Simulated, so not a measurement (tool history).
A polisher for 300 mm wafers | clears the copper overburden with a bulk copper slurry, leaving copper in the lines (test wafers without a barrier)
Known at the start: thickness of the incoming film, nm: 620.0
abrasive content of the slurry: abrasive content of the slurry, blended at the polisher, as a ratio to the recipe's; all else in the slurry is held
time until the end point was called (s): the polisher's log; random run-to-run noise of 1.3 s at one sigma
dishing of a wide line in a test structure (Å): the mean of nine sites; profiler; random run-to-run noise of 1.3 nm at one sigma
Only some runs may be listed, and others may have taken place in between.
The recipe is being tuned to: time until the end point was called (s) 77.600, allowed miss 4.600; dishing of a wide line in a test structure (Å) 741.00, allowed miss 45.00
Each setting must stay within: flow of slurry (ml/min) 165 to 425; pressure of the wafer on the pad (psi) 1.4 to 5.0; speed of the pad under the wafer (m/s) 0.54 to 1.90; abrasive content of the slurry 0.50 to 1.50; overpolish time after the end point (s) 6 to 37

run,hour,flow of slurry (ml/min),pressure of the wafer on the pad (psi),speed of the pad under the wafer (m/s),abrasive content of the slurry,overpolish time after the end point (s),time until the end point was called (s),dishing of a wide line in a test structure (Å)
1,0.0,275,3.2,1.22,1.00,19,49.034,976.48
2,6.2,275,3.2,1.22,1.15,19,45.686,985.08
3,9.2,275,3.0,1.22,1.15,19,49.467,947.24
4,16.3,305,3.0,1.22,1.15,19,48.808,992.12
5,21.5,305,3.0,1.42,1.15,19,40.786,1033.70
6,29.4,305,3.0,1.42,1.00,19,43.235,999.81
7,32.0,305,2.1,1.26,1.00,22,61.749,880.41
8,39.3,305,1.4,1.18,1.00,20,88.296,653.50

Exactly one of the 5 candidate moves below puts every result within its allowed miss. Which one?
A,46.6,285,1.5,1.14,0.95,30,?,?
B,46.6,310,1.5,1.08,0.90,25,?,?
C,46.6,315,1.7,1.22,0.95,21,?,?
D,46.6,290,2.8,0.80,1.15,23,?,?
E,46.6,260,1.4,1.24,1.00,14,?,?

move,time until the end point was called (s),dishing of a wide line in a test structure (Å)
A,89.199,835.09
B,94.278,746.30
C,76.215,775.39
D,77.326,868.76
E,85.803,553.57
A: its largest miss is bigger than the last run's
B: its largest miss is bigger than the last run's
C: hits every target within its allowed miss
D: brings the result that was furthest off to its target, and leaves another outside
E: its largest miss is bigger than the last run's
So the answer is move C, the one that meets all the targets.
